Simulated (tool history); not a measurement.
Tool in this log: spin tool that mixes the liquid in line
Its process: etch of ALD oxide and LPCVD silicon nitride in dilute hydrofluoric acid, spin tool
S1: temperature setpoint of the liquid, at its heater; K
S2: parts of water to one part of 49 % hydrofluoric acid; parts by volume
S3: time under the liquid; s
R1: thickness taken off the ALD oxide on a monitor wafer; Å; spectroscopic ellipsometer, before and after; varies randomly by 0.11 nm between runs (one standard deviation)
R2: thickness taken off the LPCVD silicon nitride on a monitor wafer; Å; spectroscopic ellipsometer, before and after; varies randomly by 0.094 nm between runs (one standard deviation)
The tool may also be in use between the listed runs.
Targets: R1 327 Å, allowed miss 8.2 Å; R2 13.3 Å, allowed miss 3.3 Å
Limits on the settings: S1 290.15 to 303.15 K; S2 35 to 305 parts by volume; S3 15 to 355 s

run	hour	S1	S2	S3	R1	R2
1	0	295.15	170	180	123.37	4.1578
2	8	295.15	135	180	161.54	5.7175
3	9.1	296.15	125	180	183.67	7.1524
4	16.2	296.65	120	180	195.86	7.2271
5	18.9	297.65	115	180	212.76	7.7485
6	27.3	297.65	90	180	282.13	10.313
7	30	298.15	90	180	289.5	12.656
8	38.5	298.65	85	180	313.45	12.646

Consider the 5 candidate settings below. Which is the only one whose results all fall within their allowed miss of target?
A	47	298.15	80	170	?	?
B	47	303.15	115	205	?	?
C	47	300.15	85	165	?	?
D	47	290.15	85	240	?	?
E	47	302.65	70	130	?	?

move	R1	R2
A	310.12	12.51
B	300.85	14.477
C	304.52	13.031
D	294.63	9.6585
E	327.9	14.631
A: moves away from the targets compared with the last run
B: moves away from the targets compared with the last run
C: moves away from the targets compared with the last run
D: moves away from the targets compared with the last run
E: all results in spec
Go with E: it meets all targets.
